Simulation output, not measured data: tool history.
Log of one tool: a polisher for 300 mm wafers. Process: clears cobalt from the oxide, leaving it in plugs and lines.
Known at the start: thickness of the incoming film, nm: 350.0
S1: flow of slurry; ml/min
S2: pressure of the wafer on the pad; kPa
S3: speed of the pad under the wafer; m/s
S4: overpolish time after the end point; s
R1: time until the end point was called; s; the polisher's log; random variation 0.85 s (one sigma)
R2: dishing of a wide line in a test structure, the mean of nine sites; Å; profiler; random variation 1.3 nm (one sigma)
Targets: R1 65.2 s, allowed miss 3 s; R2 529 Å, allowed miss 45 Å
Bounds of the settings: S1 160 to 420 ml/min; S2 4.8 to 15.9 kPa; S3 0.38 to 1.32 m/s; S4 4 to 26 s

run,hour,S1,S2,S3,S4,R1,R2
1,0,270,10.3,0.84,13,112.43,305.17
2,2.8,270,11.7,0.84,14,95.923,378.62
3,10,270,12.4,0.84,14,91.637,385.24
4,15.8,300,12.4,0.84,14,91.544,387.59
5,16.6,265,12.4,0.84,14,94.094,391.88
6,25.5,275,13.8,0.86,14,82.044,409.99
7,26.4,275,14.5,0.88,15,78.459,463.94
8,31.4,280,15.2,0.9,15,71.898,490.35
9,39.5,280,15.2,0.92,15,71.055,482.2
10,43.4,280,15.2,0.94,15,70.208,483.87

4 next moves are on the table. One of them brings every result within its allowed miss. Which?
A,47.3,300,14.5,0.78,18,?,?
B,47.3,305,14.5,0.98,25,?,?
C,47.3,325,13.8,1.1,17,?,?
D,47.3,240,15.9,0.92,13,?,?

move,R1,R2
A,84.433,488.67
B,69.988,616.98
C,66.237,537.07
D,69.243,453.49
A: further off than the last run
B: further off than the last run
C: meets every target
D: as far off as the last run
The right move is C.
